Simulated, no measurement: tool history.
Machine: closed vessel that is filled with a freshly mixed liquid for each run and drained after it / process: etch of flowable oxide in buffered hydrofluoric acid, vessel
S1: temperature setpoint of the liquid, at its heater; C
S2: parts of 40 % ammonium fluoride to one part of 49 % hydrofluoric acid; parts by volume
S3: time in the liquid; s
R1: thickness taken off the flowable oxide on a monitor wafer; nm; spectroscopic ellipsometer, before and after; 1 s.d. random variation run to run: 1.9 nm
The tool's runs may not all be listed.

run  hour    S1    S2  S3      R1
  1   0.0  21.0  12.0  90  178.88
  2   6.6  21.0  12.0  90  181.64
  3  10.7  21.0  12.0  90  182.81
  4  18.9  22.5  12.0  90  199.13
  5  20.7  23.0  12.0  90  199.10
  6  27.2  23.0   9.5  90  248.45
  7  29.3  22.5   9.5  90  242.40

Forecast run 8:
  8  38.5  22.0  9.5  90   ?

{"run 8": {"R1": 235.86}}
